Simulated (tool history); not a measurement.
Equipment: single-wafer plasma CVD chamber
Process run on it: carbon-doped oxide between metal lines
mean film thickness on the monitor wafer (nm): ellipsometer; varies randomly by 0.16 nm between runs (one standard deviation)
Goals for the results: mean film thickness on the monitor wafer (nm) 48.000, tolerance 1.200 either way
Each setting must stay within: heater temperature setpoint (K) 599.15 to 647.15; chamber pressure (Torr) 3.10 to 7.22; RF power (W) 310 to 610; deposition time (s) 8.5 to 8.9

run  hour  heater temperature setpoint (K)  chamber pressure (Torr)  RF power (W)  deposition time (s)  mean film thickness on the monitor wafer (nm)
  1   0.0                           623.15                     5.16           460                  8.9                                         42.577
  2   5.4                           623.15                     5.16           430                  8.9                                         39.680
  3  10.9                           623.15                     5.58           430                  8.9                                         39.975
  4  18.3                           623.15                     4.99           430                  8.9                                         39.577
  5  22.0                           623.15                     4.99           430                  8.9                                         39.648
  6  27.5                           621.15                     5.12           455                  8.9                                         42.371
  7  34.4                           618.15                     5.23           465                  8.9                                         43.752
  8  41.5                           615.15                     5.33           470                  8.9                                         44.567
  9  42.4                           613.15                     5.41           475                  8.9                                         45.278
 10  43.2                           612.15                     5.47           480                  8.9                                         45.734
 11  51.6                           611.15                     5.51           485                  8.9                                         46.394

Consider the 4 candidate settings below. Which is the only one whose results all fall within their allowed miss of target?
  A  60.0                           604.15                     6.01           485                  8.9                                              ?
  B  60.0                           601.15                     4.07           495                  8.5                                              ?
  C  60.0                           611.15                     5.40           495                  8.5                                              ?
  D  60.0                           612.15                     5.98           480                  8.8                                              ?

move  mean film thickness on the monitor wafer (nm)
   A                                         47.369
   B                                         44.733
   C                                         44.719
   D                                         45.341
A: in spec on every target
B: moves away from the targets compared with the last run
C: moves away from the targets compared with the last run
D: moves away from the targets compared with the last run
A is the move that brings every result within its allowed miss.
